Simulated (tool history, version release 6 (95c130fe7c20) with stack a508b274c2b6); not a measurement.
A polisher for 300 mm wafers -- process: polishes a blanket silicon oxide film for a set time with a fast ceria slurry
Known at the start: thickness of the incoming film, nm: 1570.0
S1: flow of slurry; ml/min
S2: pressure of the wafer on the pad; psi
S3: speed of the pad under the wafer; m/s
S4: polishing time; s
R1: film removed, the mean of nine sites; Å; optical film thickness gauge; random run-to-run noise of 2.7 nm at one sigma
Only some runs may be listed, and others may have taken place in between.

run 1 day=0 | S1=245 S2=2.1 S3=1.02 S4=22 | R1=2475.1
run 2 day=0.146 | S1=245 S2=2.5 S3=1.02 S4=22 | R1=2837.5
run 3 day=0.375 | S1=245 S2=2.9 S3=1.02 S4=22 | R1=3157.2
run 4 day=0.725 | S1=245 S2=2.5 S3=0.98 S4=22 | R1=2768.1
run 5 day=1.1 | S1=245 S2=2.5 S3=1.22 S4=22 | R1=3349.9
run 6 day=1.212 | S1=245 S2=2.5 S3=1.22 S4=19 | R1=2870.8
run 7 day=1.412 | S1=245 S2=2.2 S3=1.18 S4=19 | R1=2550.1
run 8 day=1.729 | S1=245 S2=2 S3=1.16 S4=19 | R1=2300.3

What will run 9 give?
run 9 day=1.875 | S1=245 S2=1.9 S3=1.16 S4=19 | R1=?

Run 9 yielded R1 2299.1 Å.

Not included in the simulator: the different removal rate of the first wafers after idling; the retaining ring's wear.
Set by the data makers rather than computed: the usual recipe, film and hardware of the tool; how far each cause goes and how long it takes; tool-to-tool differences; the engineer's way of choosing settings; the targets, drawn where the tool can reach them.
